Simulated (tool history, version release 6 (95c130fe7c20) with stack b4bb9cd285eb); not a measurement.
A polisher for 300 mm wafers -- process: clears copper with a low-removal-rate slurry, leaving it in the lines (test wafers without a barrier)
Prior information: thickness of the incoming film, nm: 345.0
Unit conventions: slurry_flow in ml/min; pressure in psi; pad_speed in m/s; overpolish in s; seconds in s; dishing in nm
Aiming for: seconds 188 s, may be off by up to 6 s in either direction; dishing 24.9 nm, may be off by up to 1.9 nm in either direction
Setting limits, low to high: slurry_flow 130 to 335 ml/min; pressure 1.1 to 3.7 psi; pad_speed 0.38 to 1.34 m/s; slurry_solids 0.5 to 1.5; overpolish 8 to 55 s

run    day  slurry_flow  pressure  pad_speed  slurry_solids  overpolish  seconds  dishing
  1      0          215       2.4       0.86              1          28    166.4   39.421
  2  0.133          215       2.4       0.86              1          27   164.27   36.432
  3  0.433          260       2.4       0.86              1          27   163.03   37.381
  4  0.504          260       2.4       0.86            0.9          27   167.91   37.778
  5  0.792          260       2.4       0.86            0.9          26   166.37   36.598
  6  1.162          260       2.9       0.86            0.9          26   140.22   42.716
  7  1.346          250       2.3       0.84            0.9          15   177.13   21.014
  8  1.667          250       2.3       0.84            0.9          16   176.18    22.35
  9  1.833          250       2.3       0.84            0.9          16   177.34   22.893

Of the 5 settings listed for the next run, only one would bring every result within its allowed miss of target. Which one?
  A    2          310       2.2       0.88           0.85          15        ?        ?
  B    2          250       2.1       0.82            1.1          15        ?        ?
  C    2          335       1.9       0.82            1.1          21        ?        ?
  D    2          215       2.7       0.72            0.8          19        ?        ?
  E    2          265       2.8       0.78            0.7          14        ?        ?

move  seconds  dishing
   A   178.33    21.21
   B   188.47   20.147
   C   202.74   25.389
   D   186.63   25.327
   E   170.67   20.873
A: misses by more than the last run did
B: corrects the largest miss of the last run, while another result sits out of spec
C: the result that was furthest off in the last run now lies on the other side of its target
D: every result lands within tolerance
E: misses by more than the last run did
Go with D: it meets all targets.
